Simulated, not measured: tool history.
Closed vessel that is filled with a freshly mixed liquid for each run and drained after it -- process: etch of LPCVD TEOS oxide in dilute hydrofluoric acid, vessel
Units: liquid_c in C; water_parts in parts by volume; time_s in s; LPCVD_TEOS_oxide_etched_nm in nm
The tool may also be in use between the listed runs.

{"run": 1, "day": 0.0, "liquid_c": 20, "water_parts": 95, "time_s": 95, "LPCVD_TEOS_oxide_etched_nm": 24.353}
{"run": 2, "day": 0.367, "liquid_c": 20, "water_parts": 65, "time_s": 95, "LPCVD_TEOS_oxide_etched_nm": 36.228}
{"run": 3, "day": 0.5, "liquid_c": 20, "water_parts": 65, "time_s": 95, "LPCVD_TEOS_oxide_etched_nm": 36.4}
{"run": 4, "day": 0.667, "liquid_c": 22, "water_parts": 55, "time_s": 95, "LPCVD_TEOS_oxide_etched_nm": 47.259}
{"run": 5, "day": 0.729, "liquid_c": 22, "water_parts": 25, "time_s": 95, "LPCVD_TEOS_oxide_etched_nm": 108.51}
{"run": 6, "day": 0.8, "liquid_c": 21, "water_parts": 25, "time_s": 95, "LPCVD_TEOS_oxide_etched_nm": 104.32}
{"run": 7, "day": 1.167, "liquid_c": 20, "water_parts": 25, "time_s": 95, "LPCVD_TEOS_oxide_etched_nm": 99.368}
{"run": 8, "day": 1.412, "liquid_c": 20, "water_parts": 25, "time_s": 95, "LPCVD_TEOS_oxide_etched_nm": 99.894}
{"run": 9, "day": 1.55, "liquid_c": 19.5, "water_parts": 25, "time_s": 95, "LPCVD_TEOS_oxide_etched_nm": 97.601}
{"run": 10, "day": 1.883, "liquid_c": 19, "water_parts": 25, "time_s": 95, "LPCVD_TEOS_oxide_etched_nm": 96.309}
{"run": 11, "day": 2.104, "liquid_c": 18.5, "water_parts": 25, "time_s": 95, "LPCVD_TEOS_oxide_etched_nm": 93.446}
{"run": 12, "day": 2.438, "liquid_c": 18.5, "water_parts": 25, "time_s": 95, "LPCVD_TEOS_oxide_etched_nm": 93.882}
{"run": 13, "day": 2.604, "liquid_c": 18, "water_parts": 25, "time_s": 95, "LPCVD_TEOS_oxide_etched_nm": 91.309}

Run 14, settings as shown, results not yet in. Your forecast:
{"run": 14, "day": 2.929, "liquid_c": 17.5, "water_parts": 30, "time_s": 95, "LPCVD_TEOS_oxide_etched_nm": "?"}

{"run 14": {"LPCVD_TEOS_oxide_etched_nm": 74.341}}
